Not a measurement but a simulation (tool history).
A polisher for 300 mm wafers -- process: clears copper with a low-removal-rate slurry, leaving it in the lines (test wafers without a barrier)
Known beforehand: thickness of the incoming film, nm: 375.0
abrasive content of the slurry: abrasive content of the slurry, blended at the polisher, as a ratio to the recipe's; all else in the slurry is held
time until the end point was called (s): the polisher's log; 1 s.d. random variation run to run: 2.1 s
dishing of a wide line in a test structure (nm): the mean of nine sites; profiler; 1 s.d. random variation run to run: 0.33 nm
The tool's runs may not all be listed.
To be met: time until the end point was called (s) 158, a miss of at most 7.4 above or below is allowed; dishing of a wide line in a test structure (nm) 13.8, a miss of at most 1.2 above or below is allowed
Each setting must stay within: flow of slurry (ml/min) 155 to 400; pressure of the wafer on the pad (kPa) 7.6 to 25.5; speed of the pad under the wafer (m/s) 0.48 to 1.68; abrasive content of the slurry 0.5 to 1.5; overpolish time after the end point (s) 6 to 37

run  hour  flow of slurry (ml/min)  pressure of the wafer on the pad (kPa)  speed of the pad under the wafer (m/s)  abrasive content of the slurry  overpolish time after the end point (s)  time until the end point was called (s)  dishing of a wide line in a test structure (nm)
  1     0                      255                                    16.5                                    1.08                               1                                       19                                   136.07                                           33.666
  2   6.4                      255                                    15.9                                    1.08                               1                                       18                                   139.15                                           31.198
  3  14.3                      255                                    15.9                                    1.08                               1                                       13                                   142.72                                            23.65
  4  19.5                      255                                    15.9                                    1.08                               1                                       12                                   140.96                                           22.582
  5  26.6                      255                                    15.9                                    1.08                               1                                       11                                    144.3                                           20.775
  6  30.5                      255                                    15.9                                     1.2                               1                                       11                                   132.46                                           21.671
  7  34.5                      255                                    15.9                                     1.2                               1                                       10                                   130.89                                           20.494
  8  40.1                      255                                    11.7                                     1.2                               1                                        6                                   157.38                                           10.247

Below are 5 possible settings for the next run. Only one of them brings all results inside the allowed miss of their targets. Which is it?
  A  45.7                      260                                    13.8                                    1.18                            1.05                                       10                                        ?                                                ?
  B  45.7                      245                                    12.4                                    1.14                             1.1                                       10                                        ?                                                ?
  C  45.7                      240                                    13.8                                    1.06                               1                                       11                                        ?                                                ?
  D  45.7                      240                                    15.9                                    0.96                             1.2                                        9                                        ?                                                ?
  E  45.7                      300                                    15.2                                    0.92                            1.05                                        8                                        ?                                                ?

move  time until the end point was called (s)  dishing of a wide line in a test structure (nm)
   A                                   142.33                                           17.308
   B                                   155.92                                           15.895
   C                                   155.75                                            17.39
   D                                   146.96                                           15.316
   E                                    155.4                                           13.032
A: carries the result that was furthest off beyond its target, to the other side
B: carries the result that was furthest off beyond its target, to the other side
C: carries the result that was furthest off beyond its target, to the other side
D: carries the result that was furthest off beyond its target, to the other side
E: every result within its allowed miss
E meets every target.

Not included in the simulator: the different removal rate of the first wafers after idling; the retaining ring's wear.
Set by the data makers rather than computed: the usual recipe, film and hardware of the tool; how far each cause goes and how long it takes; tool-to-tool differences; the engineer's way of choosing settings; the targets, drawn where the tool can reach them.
